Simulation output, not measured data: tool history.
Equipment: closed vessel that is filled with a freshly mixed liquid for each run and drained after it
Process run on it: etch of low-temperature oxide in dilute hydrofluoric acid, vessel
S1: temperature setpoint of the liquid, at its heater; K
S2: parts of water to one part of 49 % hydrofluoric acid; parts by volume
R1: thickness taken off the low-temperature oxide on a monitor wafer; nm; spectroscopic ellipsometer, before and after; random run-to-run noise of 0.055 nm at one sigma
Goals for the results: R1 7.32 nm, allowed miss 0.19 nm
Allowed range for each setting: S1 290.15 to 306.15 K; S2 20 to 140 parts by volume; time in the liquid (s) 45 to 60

{"run": 1, "hour": 0.0, "S1": 298.15, "S2": 75, "time in the liquid (s)": 60, "R1": 12.73}
{"run": 2, "hour": 6.8, "S1": 296.15, "S2": 75, "time in the liquid (s)": 60, "R1": 11.808}
{"run": 3, "hour": 7.6, "S1": 296.15, "S2": 45, "time in the liquid (s)": 60, "R1": 20.575}
{"run": 4, "hour": 16.5, "S1": 295.15, "S2": 55, "time in the liquid (s)": 60, "R1": 15.996}
{"run": 5, "hour": 25.2, "S1": 295.15, "S2": 55, "time in the liquid (s)": 60, "R1": 15.743}
{"run": 6, "hour": 30.0, "S1": 294.15, "S2": 60, "time in the liquid (s)": 60, "R1": 13.807}
{"run": 7, "hour": 34.4, "S1": 293.15, "S2": 65, "time in the liquid (s)": 60, "R1": 12.187}
{"run": 8, "hour": 37.7, "S1": 292.65, "S2": 70, "time in the liquid (s)": 60, "R1": 11.006}
{"run": 9, "hour": 42.7, "S1": 292.15, "S2": 75, "time in the liquid (s)": 60, "R1": 9.9653}
{"run": 10, "hour": 43.3, "S1": 291.65, "S2": 80, "time in the liquid (s)": 60, "R1": 9.0492}
{"run": 11, "hour": 46.1, "S1": 291.65, "S2": 80, "time in the liquid (s)": 60, "R1": 9.1526}
{"run": 12, "hour": 49.0, "S1": 291.15, "S2": 80, "time in the liquid (s)": 60, "R1": 8.7795}
{"run": 13, "hour": 54.9, "S1": 290.65, "S2": 85, "time in the liquid (s)": 60, "R1": 8.2374}

5 candidate next runs follow, results not yet known. Just one meets every target within its allowed miss. Identify it.
{"run": "A", "hour": 60.8, "S1": 296.15, "S2": 85, "time in the liquid (s)": 45, "R1": "?"}
{"run": "B", "hour": 60.8, "S1": 290.15, "S2": 70, "time in the liquid (s)": 45, "R1": "?"}
{"run": "C", "hour": 60.8, "S1": 293.65, "S2": 75, "time in the liquid (s)": 45, "R1": "?"}
{"run": "D", "hour": 60.8, "S1": 290.15, "S2": 75, "time in the liquid (s)": 45, "R1": "?"}
{"run": "E", "hour": 60.8, "S1": 300.15, "S2": 110, "time in the liquid (s)": 60, "R1": "?"}

move=A R1=7.6883
move=B R1=7.3973
move=C R1=7.9597
move=D R1=6.8668
move=E R1=8.9828
A: moves toward the targets from the last run without getting all of them in spec
B: all results land within tolerance of their targets
C: moves toward the targets from the last run without getting all of them in spec
D: moves the result that the last run missed by most past its target, out the other side
E: its largest miss is bigger than the last run's
Go with B: it meets all targets.

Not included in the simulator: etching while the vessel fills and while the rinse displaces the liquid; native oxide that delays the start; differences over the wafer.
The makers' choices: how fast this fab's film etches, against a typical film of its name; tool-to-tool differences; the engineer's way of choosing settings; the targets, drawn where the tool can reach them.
